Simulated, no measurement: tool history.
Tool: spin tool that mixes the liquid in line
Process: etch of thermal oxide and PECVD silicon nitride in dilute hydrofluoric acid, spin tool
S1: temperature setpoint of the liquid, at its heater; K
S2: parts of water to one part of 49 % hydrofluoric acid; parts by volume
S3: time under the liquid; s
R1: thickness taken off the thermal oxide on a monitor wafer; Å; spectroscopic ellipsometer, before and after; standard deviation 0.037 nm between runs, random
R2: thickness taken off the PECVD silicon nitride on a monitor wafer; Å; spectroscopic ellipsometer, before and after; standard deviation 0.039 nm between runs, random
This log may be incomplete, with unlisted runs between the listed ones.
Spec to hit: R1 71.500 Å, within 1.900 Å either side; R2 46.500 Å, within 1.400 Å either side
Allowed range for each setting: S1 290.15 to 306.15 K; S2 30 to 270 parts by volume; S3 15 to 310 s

Run 1, hour 0.0: S1 298.15 K, S2 150 parts by volume, S3 160 s. Result: R1 49.048 Å, R2 39.617 Å.
Run 2, hour 8.1: S1 297.15 K, S2 130 parts by volume, S3 155 s. Result: R1 53.547 Å, R2 40.784 Å.
Run 3, hour 13.9: S1 296.65 K, S2 115 parts by volume, S3 150 s. Result: R1 58.598 Å, R2 44.527 Å.
Run 4, hour 17.9: S1 295.15 K, S2 100 parts by volume, S3 150 s. Result: R1 65.180 Å, R2 45.352 Å.
Run 5, hour 25.7: S1 295.15 K, S2 100 parts by volume, S3 125 s. Result: R1 54.722 Å, R2 37.876 Å.
Run 6, hour 32.4: S1 295.15 K, S2 100 parts by volume, S3 170 s. Result: R1 73.681 Å, R2 51.367 Å.
Run 7, hour 40.0: S1 294.65 K, S2 100 parts by volume, S3 170 s. Result: R1 72.601 Å, R2 50.241 Å.
Run 8, hour 47.4: S1 294.15 K, S2 100 parts by volume, S3 170 s. Result: R1 70.419 Å, R2 48.686 Å.
Run 9, hour 52.4: S1 292.15 K, S2 80 parts by volume, S3 165 s. Result: R1 80.582 Å, R2 51.032 Å.
Run 10, hour 61.3: S1 292.15 K, S2 85 parts by volume, S3 165 s. Result: R1 75.847 Å, R2 47.826 Å.

Below are 5 possible settings for the next run. Only one of them brings all results inside the allowed miss of their targets. Which is it?
Run A, hour 70.2: S1 293.15 K, S2 80 parts by volume, S3 140 s. Result: R1 ?, R2 ?.
Run B, hour 70.2: S1 295.65 K, S2 85 parts by volume, S3 140 s. Result: R1 ?, R2 ?.
Run C, hour 70.2: S1 291.65 K, S2 80 parts by volume, S3 155 s. Result: R1 ?, R2 ?.
Run D, hour 70.2: S1 292.15 K, S2 80 parts by volume, S3 165 s. Result: R1 ?, R2 ?.
Run E, hour 70.2: S1 291.65 K, S2 95 parts by volume, S3 195 s. Result: R1 ?, R2 ?.

move      R1      R2
   A  71.461  45.904
   B  74.096  51.259
   C  74.300  45.823
   D  80.774  50.499
   E  77.429  48.776
A: every result lands within tolerance
B: the biggest miss grows against the last run
C: closer than the last run, but not yet in spec
D: the biggest miss grows against the last run
E: the biggest miss grows against the last run
Move A is the one to make.

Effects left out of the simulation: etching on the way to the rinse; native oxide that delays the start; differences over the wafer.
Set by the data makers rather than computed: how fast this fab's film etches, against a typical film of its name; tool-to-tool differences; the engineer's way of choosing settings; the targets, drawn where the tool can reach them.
